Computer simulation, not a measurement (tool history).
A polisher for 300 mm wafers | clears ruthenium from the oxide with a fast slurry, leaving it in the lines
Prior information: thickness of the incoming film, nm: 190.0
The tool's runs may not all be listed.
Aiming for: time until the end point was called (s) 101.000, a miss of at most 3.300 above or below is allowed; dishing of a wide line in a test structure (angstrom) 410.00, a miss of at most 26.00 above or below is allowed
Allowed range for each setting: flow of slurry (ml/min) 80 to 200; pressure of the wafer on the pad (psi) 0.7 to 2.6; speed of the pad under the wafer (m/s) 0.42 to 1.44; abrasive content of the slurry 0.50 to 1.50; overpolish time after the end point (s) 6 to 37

run    day  flow of slurry (ml/min)  pressure of the wafer on the pad (psi)  speed of the pad under the wafer (m/s)  abrasive content of the slurry  overpolish time after the end point (s)  time until the end point was called (s)  dishing of a wide line in a test structure (angstrom)
  1  0.000                      130                                     1.6                                    0.92                            1.00                                       19                                   89.505                                                 291.11
  2  0.246                      130                                     1.6                                    0.92                            1.00                                       23                                   87.326                                                 352.97
  3  0.479                      130                                     1.6                                    0.92                            0.90                                       23                                   90.449                                                 333.84
  4  0.621                      125                                     1.6                                    0.92                            0.90                                       24                                   91.495                                                 342.64
  5  0.900                      125                                     1.4                                    0.92                            0.90                                       24                                   99.589                                                 315.43
  6  1.075                      125                                     1.4                                    0.92                            0.90                                       25                                  100.090                                                 336.19
  7  1.438                      125                                     1.4                                    0.92                            0.90                                       26                                  100.690                                                 345.05
  8  1.646                      125                                     1.4                                    0.92                            0.90                                       27                                  101.210                                                 350.22
  9  1.979                      125                                     1.4                                    0.92                            0.90                                       28                                  100.450                                                 370.09
 10  2.050                      125                                     1.4                                    0.92                            0.90                                       29                                   99.593                                                 375.18

Of the 5 settings listed for the next run, only one would bring every result within its allowed miss of target. Which one?
  A  2.121                      110                                     1.5                                    0.98                            0.75                                       26                                        ?                                                      ?
  B  2.121                      135                                     1.7                                    0.78                            0.80                                       32                                        ?                                                      ?
  C  2.121                      150                                     1.8                                    0.88                            0.65                                       25                                        ?                                                      ?
  D  2.121                      100                                     1.6                                    0.82                            1.05                                       27                                        ?                                                      ?
  E  2.121                      125                                     1.4                                    0.94                            0.90                                       27                                        ?                                                      ?

move  time until the end point was called (s)  dishing of a wide line in a test structure (angstrom)
   A                                  101.980                                                 339.24
   B                                  102.310                                                 395.32
   C                                   96.711                                                 342.88
   D                                   99.044                                                 357.05
   E                                   99.952                                                 354.59
A: lands further from the targets than the last run did
B: hits every target within its allowed miss
C: lands further from the targets than the last run did
D: lands further from the targets than the last run did
E: lands further from the targets than the last run did
The right move is B.

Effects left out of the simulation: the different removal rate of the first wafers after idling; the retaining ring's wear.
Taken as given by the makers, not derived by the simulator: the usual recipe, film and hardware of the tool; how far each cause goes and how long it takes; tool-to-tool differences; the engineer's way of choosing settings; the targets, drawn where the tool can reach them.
